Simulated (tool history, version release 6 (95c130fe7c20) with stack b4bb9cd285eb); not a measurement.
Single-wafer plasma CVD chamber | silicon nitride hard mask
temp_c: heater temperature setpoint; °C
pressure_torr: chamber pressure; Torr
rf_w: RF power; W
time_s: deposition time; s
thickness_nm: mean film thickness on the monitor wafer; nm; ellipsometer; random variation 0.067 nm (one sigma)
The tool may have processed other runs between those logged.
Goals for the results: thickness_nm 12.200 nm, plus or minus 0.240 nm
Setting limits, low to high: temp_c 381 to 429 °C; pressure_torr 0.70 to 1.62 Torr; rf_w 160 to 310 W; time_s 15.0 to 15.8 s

run,hour,temp_c,pressure_torr,rf_w,time_s,thickness_nm
1,0.0,405,1.16,235,15.8,13.376
2,8.7,405,1.13,235,15.8,13.403
3,17.1,405,1.10,235,15.8,13.146
4,22.4,405,1.10,235,15.0,12.640
5,30.0,399,1.10,235,15.0,12.597
6,36.1,399,1.10,235,15.8,13.164
7,41.8,399,1.08,235,15.8,13.063
8,48.1,399,1.06,235,15.8,12.996
9,52.9,399,1.04,235,15.8,12.933
10,55.2,399,1.02,235,15.8,12.896
11,55.9,399,1.00,235,15.8,12.777
12,59.5,399,0.99,235,15.8,12.703
13,67.9,399,0.98,235,15.8,12.696
14,75.2,399,0.97,235,15.8,12.659
15,81.9,399,0.96,235,15.8,12.503
16,86.4,399,0.95,235,15.8,12.560

Which one of the following 4 next-run settings gets every result inside its allowed miss? There is exactly one.
A,90.9,410,0.86,255,15.8,?
B,90.9,401,0.94,230,15.8,?
C,90.9,403,1.04,230,15.8,?
D,90.9,400,1.16,235,15.0,?

move,thickness_nm
A,12.703
B,12.199
C,12.707
D,12.841
A: lands further from the targets than the last run did
B: every result within its allowed miss
C: lands further from the targets than the last run did
D: lands further from the targets than the last run did
The move that meets every target is B.

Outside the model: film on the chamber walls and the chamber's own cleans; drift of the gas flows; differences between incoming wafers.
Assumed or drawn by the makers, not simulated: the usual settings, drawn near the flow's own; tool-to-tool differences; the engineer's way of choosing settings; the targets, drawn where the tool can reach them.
